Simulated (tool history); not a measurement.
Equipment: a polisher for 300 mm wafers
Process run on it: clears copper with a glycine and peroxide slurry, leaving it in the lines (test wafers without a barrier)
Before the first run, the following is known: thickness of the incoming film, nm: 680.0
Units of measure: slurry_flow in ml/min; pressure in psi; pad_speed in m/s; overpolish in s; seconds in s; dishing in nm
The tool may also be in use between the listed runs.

{"run": 1, "hour": 0.0, "slurry_flow": 195, "pressure": 2.2, "pad_speed": 0.9, "overpolish": 24, "seconds": 151.07, "dishing": 43.59}
{"run": 2, "hour": 5.0, "slurry_flow": 165, "pressure": 2.2, "pad_speed": 0.96, "overpolish": 18, "seconds": 145.34, "dishing": 38.109}
{"run": 3, "hour": 13.0, "slurry_flow": 150, "pressure": 2.2, "pad_speed": 1.02, "overpolish": 14, "seconds": 143.5, "dishing": 33.322}
{"run": 4, "hour": 18.3, "slurry_flow": 150, "pressure": 2.0, "pad_speed": 1.02, "overpolish": 14, "seconds": 148.78, "dishing": 32.641}
{"run": 5, "hour": 22.6, "slurry_flow": 140, "pressure": 2.1, "pad_speed": 1.06, "overpolish": 12, "seconds": 143.23, "dishing": 29.725}
{"run": 6, "hour": 25.5, "slurry_flow": 140, "pressure": 1.6, "pad_speed": 1.06, "overpolish": 12, "seconds": 167.73, "dishing": 27.128}

For run 7, what comes out?
{"run": 7, "hour": 28.4, "slurry_flow": 140, "pressure": 1.6, "pad_speed": 1.06, "overpolish": 12, "seconds": "?", "dishing": "?"}

Run 7 measured seconds 165.67 s, dishing 27.098 nm.
